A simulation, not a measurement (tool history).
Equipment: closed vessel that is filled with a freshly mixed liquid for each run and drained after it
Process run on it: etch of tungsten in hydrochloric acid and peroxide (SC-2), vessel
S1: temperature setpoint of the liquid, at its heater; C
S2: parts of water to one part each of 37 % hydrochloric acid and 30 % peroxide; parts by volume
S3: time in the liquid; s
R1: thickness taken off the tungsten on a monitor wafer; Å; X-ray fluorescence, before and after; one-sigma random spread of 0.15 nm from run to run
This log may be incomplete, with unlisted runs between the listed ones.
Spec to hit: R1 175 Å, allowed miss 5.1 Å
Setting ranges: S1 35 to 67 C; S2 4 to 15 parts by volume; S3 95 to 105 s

Run 1, day 0: S1 51 C, S2 8.5 parts by volume, S3 95 s. Result: R1 335.38 Å.
Run 2, day 0.246: S1 51 C, S2 8.5 parts by volume, S3 105 s. Result: R1 375.98 Å.
Run 3, day 0.408: S1 47.5 C, S2 8.5 parts by volume, S3 105 s. Result: R1 293.87 Å.
Run 4, day 0.521: S1 47.5 C, S2 7 parts by volume, S3 105 s. Result: R1 342.87 Å.
Run 5, day 0.588: S1 44.5 C, S2 7 parts by volume, S3 105 s. Result: R1 281.93 Å.
Run 6, day 0.871: S1 40.5 C, S2 7 parts by volume, S3 105 s. Result: R1 212.27 Å.
Run 7, day 1.042: S1 39.5 C, S2 7 parts by volume, S3 105 s. Result: R1 197.84 Å.
Run 8, day 1.308: S1 39.5 C, S2 7 parts by volume, S3 105 s. Result: R1 195.94 Å.

Of the 5 settings listed for the next run, only one would bring every result within its allowed miss of target. Which one?
Run A, day 1.575: S1 43.5 C, S2 10 parts by volume, S3 95 s. Result: R1 ?.
Run B, day 1.575: S1 39.5 C, S2 8 parts by volume, S3 95 s. Result: R1 ?.
Run C, day 1.575: S1 40.5 C, S2 6.5 parts by volume, S3 100 s. Result: R1 ?.
Run D, day 1.575: S1 38 C, S2 7 parts by volume, S3 95 s. Result: R1 ?.
Run E, day 1.575: S1 41.5 C, S2 6.5 parts by volume, S3 105 s. Result: R1 ?.

move      R1
   A  178.24
   B  161.77
   C  215.56
   D  161.67
   E  242.89
A: every result lands within tolerance
B: takes the result that was furthest off past its target
C: lands further from the targets than the last run did
D: takes the result that was furthest off past its target
E: lands further from the targets than the last run did
A meets every target.
